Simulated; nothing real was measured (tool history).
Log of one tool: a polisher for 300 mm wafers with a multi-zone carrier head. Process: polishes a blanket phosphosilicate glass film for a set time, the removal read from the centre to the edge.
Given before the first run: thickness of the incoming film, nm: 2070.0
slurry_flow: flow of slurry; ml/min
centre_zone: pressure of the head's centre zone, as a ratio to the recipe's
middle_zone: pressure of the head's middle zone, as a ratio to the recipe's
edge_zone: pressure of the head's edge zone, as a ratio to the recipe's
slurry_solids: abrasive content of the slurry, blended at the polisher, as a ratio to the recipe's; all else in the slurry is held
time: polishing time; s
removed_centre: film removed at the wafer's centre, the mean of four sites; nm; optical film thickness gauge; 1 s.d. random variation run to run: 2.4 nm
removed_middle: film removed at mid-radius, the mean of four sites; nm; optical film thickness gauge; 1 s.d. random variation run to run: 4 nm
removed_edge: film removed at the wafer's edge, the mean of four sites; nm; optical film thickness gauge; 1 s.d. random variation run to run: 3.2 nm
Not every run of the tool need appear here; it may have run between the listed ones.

Run 1, hour 0.0: slurry_flow 130 ml/min, centre_zone 1.00, middle_zone 1.00, edge_zone 1.00, slurry_solids 1.00, time 42 s. Result: removed_centre 280.58 nm, removed_middle 278.91 nm, removed_edge 270.67 nm.
Run 2, hour 4.2: slurry_flow 140 ml/min, centre_zone 1.01, middle_zone 1.00, edge_zone 1.03, slurry_solids 1.00, time 42 s. Result: removed_centre 286.86 nm, removed_middle 288.91 nm, removed_edge 281.58 nm.
Run 3, hour 6.9: slurry_flow 140 ml/min, centre_zone 1.01, middle_zone 0.94, edge_zone 1.03, slurry_solids 1.00, time 42 s. Result: removed_centre 287.94 nm, removed_middle 272.33 nm, removed_edge 281.65 nm.
Run 4, hour 13.7: slurry_flow 140 ml/min, centre_zone 1.01, middle_zone 0.94, edge_zone 1.03, slurry_solids 0.85, time 42 s. Result: removed_centre 266.88 nm, removed_middle 254.85 nm, removed_edge 262.03 nm.
Run 5, hour 17.0: slurry_flow 150 ml/min, centre_zone 1.03, middle_zone 0.95, edge_zone 1.06, slurry_solids 0.90, time 42 s. Result: removed_centre 281.72 nm, removed_middle 264.13 nm, removed_edge 271.51 nm.
Run 6, hour 24.2: slurry_flow 155 ml/min, centre_zone 1.04, middle_zone 0.96, edge_zone 1.08, slurry_solids 0.95, time 42 s. Result: removed_centre 296.67 nm, removed_middle 275.69 nm, removed_edge 285.98 nm.
Run 7, hour 27.7: slurry_flow 160 ml/min, centre_zone 1.05, middle_zone 0.97, edge_zone 1.10, slurry_solids 0.95, time 42 s. Result: removed_centre 300.91 nm, removed_middle 281.32 nm, removed_edge 292.34 nm.
Run 8, hour 31.6: slurry_flow 165 ml/min, centre_zone 1.06, middle_zone 0.98, edge_zone 1.11, slurry_solids 0.95, time 42 s. Result: removed_centre 306.48 nm, removed_middle 288.03 nm, removed_edge 296.19 nm.
Run 9, hour 36.5: slurry_flow 170 ml/min, centre_zone 1.07, middle_zone 0.98, edge_zone 1.12, slurry_solids 0.95, time 42 s. Result: removed_centre 308.23 nm, removed_middle 292.45 nm, removed_edge 295.18 nm.

For run 10, what comes out?
Run 10, hour 37.3: slurry_flow 175 ml/min, centre_zone 1.08, middle_zone 0.98, edge_zone 1.13, slurry_solids 0.95, time 42 s. Result: removed_centre ?, removed_middle ?, removed_edge ?.

Run 10 yielded removed_centre 312.22 nm, removed_middle 285.84 nm, removed_edge 290.26 nm.

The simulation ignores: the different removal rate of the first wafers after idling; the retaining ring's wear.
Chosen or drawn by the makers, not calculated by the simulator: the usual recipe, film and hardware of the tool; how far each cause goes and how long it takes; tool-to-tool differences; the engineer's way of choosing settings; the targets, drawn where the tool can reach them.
